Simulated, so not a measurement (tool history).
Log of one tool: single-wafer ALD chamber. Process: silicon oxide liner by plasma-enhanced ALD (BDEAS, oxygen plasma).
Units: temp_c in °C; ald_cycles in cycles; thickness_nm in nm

| run | day | temp_c | ald_cycles | thickness_nm |
|---|---|---|---|---|
| 1 | 0.000 | 325 | 81 | 7.5637 |
| 2 | 0.362 | 325 | 78 | 7.2197 |
| 3 | 0.662 | 325 | 76 | 7.0391 |
| 4 | 0.712 | 325 | 74 | 6.8874 |
| 5 | 0.867 | 321 | 74 | 6.9667 |
| 6 | 1.192 | 328 | 74 | 6.8743 |
| 7 | 1.533 | 328 | 72 | 6.6949 |
| 8 | 1.604 | 328 | 70 | 6.5044 |
| 9 | 1.692 | 329 | 60 | 5.5453 |

Forecast run 10:
| 10 | 1.850 | 329 | 61 | ? |

{"run 10": {"thickness_nm": 5.6344}}

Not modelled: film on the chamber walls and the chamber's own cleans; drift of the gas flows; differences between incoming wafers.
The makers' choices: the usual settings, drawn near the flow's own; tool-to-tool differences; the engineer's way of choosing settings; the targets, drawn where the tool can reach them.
